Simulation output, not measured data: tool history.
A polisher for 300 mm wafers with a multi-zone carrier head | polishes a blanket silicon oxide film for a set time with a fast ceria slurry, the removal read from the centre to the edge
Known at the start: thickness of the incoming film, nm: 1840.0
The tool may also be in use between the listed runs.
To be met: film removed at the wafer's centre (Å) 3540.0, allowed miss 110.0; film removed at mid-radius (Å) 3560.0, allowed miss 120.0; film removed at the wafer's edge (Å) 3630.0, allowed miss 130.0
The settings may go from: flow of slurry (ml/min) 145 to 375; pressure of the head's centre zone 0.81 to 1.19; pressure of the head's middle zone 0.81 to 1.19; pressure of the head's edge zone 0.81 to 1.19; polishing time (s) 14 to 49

| run | day | flow of slurry (ml/min) | pressure of the head's centre zone | pressure of the head's middle zone | pressure of the head's edge zone | polishing time (s) | film removed at the wafer's centre (Å) | film removed at mid-radius (Å) | film removed at the wafer's edge (Å) |
|---|---|---|---|---|---|---|---|---|---|
| 1 | 0.000 | 240 | 1.00 | 1.00 | 1.00 | 31 | 2390.5 | 2548.1 | 2570.0 |
| 2 | 0.083 | 240 | 1.00 | 1.00 | 1.00 | 23 | 1775.0 | 1912.3 | 1860.7 |
| 3 | 0.450 | 250 | 1.03 | 1.02 | 1.04 | 27 | 2188.0 | 2278.9 | 2253.0 |
| 4 | 0.583 | 255 | 1.04 | 1.04 | 1.07 | 30 | 2472.5 | 2535.0 | 2555.3 |
| 5 | 0.625 | 225 | 1.04 | 1.04 | 1.07 | 30 | 2404.8 | 2566.8 | 2576.4 |
|  | 0.746 | centre zone pressure recalibrated |
| 6 | 0.746 | 225 | 1.10 | 1.04 | 1.07 | 30 | 2743.9 | 2549.6 | 2517.2 |
| 7 | 0.796 | 220 | 1.10 | 1.06 | 1.09 | 32 | 2872.7 | 2747.1 | 2720.0 |
| 8 | 1.158 | 220 | 1.10 | 1.07 | 1.11 | 34 | 3065.1 | 2974.0 | 2877.3 |

Which of these 5 next moves meets every target?
| A | 1.521 | 230 | 1.04 | 1.04 | 1.16 | 42 | ? | ? | ? |
| B | 1.521 | 170 | 0.82 | 0.89 | 1.19 | 44 | ? | ? | ? |
| C | 1.521 | 235 | 1.03 | 0.87 | 1.18 | 38 | ? | ? | ? |
| D | 1.521 | 165 | 1.00 | 1.10 | 1.13 | 43 | ? | ? | ? |
| E | 1.521 | 220 | 0.90 | 0.97 | 1.14 | 47 | ? | ? | ? |

| move | film removed at the wafer's centre (Å) | film removed at mid-radius (Å) | film removed at the wafer's edge (Å) |
|---|---|---|---|
| A | 3610.6 | 3604.3 | 3586.4 |
| B | 2843.8 | 3187.9 | 3690.9 |
| C | 3240.2 | 2815.4 | 3279.4 |
| D | 3383.0 | 3704.4 | 3515.8 |
| E | 3470.4 | 3785.8 | 3975.2 |
A: meets every target
B: brings the result that was furthest off to its target, and leaves another outside
C: further off than the last run
D: brings the result that was furthest off to its target, and leaves another outside
E: takes the result that was furthest off past its target
Answer: A
